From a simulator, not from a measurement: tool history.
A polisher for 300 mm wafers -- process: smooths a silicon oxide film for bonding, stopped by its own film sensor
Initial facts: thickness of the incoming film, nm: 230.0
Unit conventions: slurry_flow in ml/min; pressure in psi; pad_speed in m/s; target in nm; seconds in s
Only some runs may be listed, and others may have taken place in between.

run    day  slurry_flow  pressure  pad_speed  slurry_solids  target  seconds
  1  0.000          200       2.5       0.80            1.0     191   59.599
  2  0.250          200       2.5       0.98            1.0     191   53.376
  3  0.525          205       2.8       0.98            1.0     191   48.832
  4  0.729          205       2.2       0.98            1.0     191   58.682
     1.004  -- head pressure recalibrated
  5  1.004          205       2.6       1.00            1.0     191   49.050
  6  1.075          205       3.0       1.00            1.0     191   42.663
  7  1.229          210       3.1       1.00            1.0     191   42.424
  8  1.400          210       3.2       1.00            1.0     191   40.606

What does the tool deliver on the next run?
  9  1.750          210       3.3       1.00            1.0     191        ?

seconds: 39.978 s
